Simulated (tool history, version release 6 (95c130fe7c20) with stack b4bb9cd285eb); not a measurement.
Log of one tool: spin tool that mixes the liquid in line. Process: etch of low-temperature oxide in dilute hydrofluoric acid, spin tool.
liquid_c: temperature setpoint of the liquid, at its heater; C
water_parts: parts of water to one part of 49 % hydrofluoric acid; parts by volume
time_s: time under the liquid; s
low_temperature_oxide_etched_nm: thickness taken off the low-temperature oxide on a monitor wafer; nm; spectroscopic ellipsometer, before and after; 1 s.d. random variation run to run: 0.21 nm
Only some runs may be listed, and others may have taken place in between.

run	hour	liquid_c	water_parts	time_s	low_temperature_oxide_etched_nm
1	0.0	24.0	100	50	18.081
2	5.4	22.0	100	50	16.600
3	7.7	24.5	95	50	19.652
4	16.4	21.0	95	50	16.762
5	24.5	21.0	95	55	18.761
6	32.0	21.0	95	55	18.656
7	40.6	24.0	95	55	20.949

The next listed run, before its measurement:
8	45.0	24.0	95	55	?

Run 8 measured low_temperature_oxide_etched_nm 20.969 nm.

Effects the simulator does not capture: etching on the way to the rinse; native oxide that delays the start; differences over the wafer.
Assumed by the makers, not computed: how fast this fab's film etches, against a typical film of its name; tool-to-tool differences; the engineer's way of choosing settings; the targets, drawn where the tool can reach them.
